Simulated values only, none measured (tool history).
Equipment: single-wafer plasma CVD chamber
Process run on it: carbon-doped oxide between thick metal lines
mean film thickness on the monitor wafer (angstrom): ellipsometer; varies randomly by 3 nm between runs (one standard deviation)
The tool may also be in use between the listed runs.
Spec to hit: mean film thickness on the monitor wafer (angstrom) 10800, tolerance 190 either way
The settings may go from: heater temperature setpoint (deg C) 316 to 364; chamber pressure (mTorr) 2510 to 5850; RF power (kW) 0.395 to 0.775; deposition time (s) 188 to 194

run	hour	heater temperature setpoint (deg C)	chamber pressure (mTorr)	RF power (kW)	deposition time (s)	mean film thickness on the monitor wafer (angstrom)
1	0	340	4180	0.585	188	9833.4
2	7.6	340	3460	0.585	188	9489.9
3	10.5	338	3730	0.59	188	9697.3
4	16.5	336	3980	0.595	188	9879.8
5	20.3	346	3980	0.595	188	9699.7
6	28.5	346	4590	0.595	188	9871.6
7	34.6	344	4780	0.6	188	10079
8	42.3	342	4930	0.605	188	10175
9	49.7	342	4930	0.605	188	10209
10	57.3	340	5060	0.61	188	10346
11	64.4	339	5160	0.615	188	10431
12	67	338	5250	0.62	188	10561
13	71.4	338	5250	0.62	188	10576

5 next moves are on the table. One of them brings every result within its allowed miss. Which?
A	75.8	336	5370	0.6	194	?
B	75.8	337	4670	0.6	188	?
C	75.8	347	4890	0.615	190	?
D	75.8	337	5090	0.6	189	?
E	75.8	344	5100	0.59	190	?

move	mean film thickness on the monitor wafer (angstrom)
A	10757
B	10160
C	10238
D	10361
E	10143
A: in spec on every target
B: its largest miss is bigger than the last run's
C: its largest miss is bigger than the last run's
D: its largest miss is bigger than the last run's
E: its largest miss is bigger than the last run's
A is the move that brings every result within its allowed miss.
